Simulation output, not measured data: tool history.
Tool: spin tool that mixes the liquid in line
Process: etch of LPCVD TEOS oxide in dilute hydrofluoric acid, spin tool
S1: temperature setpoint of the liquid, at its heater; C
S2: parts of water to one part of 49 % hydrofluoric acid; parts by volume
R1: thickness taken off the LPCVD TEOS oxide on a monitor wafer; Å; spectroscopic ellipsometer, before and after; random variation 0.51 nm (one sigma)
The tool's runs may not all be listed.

run 1 day=0 | S1=21 S2=255 time_under_the_liquid_(s)=310 | R1=231.1
run 2 day=0.038 | S1=22 S2=255 time_under_the_liquid_(s)=310 | R1=236.24
run 3 day=0.158 | S1=24 S2=215 time_under_the_liquid_(s)=310 | R1=322.96
run 4 day=0.429 | S1=22 S2=215 time_under_the_liquid_(s)=310 | R1=299.86
run 5 day=0.617 | S1=22 S2=215 time_under_the_liquid_(s)=310 | R1=301.2
run 6 day=0.783 | S1=18.5 S2=215 time_under_the_liquid_(s)=310 | R1=261.76
run 7 day=1.05 | S1=21.5 S2=195 time_under_the_liquid_(s)=310 | R1=326.79
run 8 day=1.121 | S1=23.5 S2=180 time_under_the_liquid_(s)=310 | R1=390.57

Forecast run 9:
run 9 day=1.346 | S1=25 S2=175 time_under_the_liquid_(s)=310 | R1=?

{"run 9": {"R1": 429.79}}

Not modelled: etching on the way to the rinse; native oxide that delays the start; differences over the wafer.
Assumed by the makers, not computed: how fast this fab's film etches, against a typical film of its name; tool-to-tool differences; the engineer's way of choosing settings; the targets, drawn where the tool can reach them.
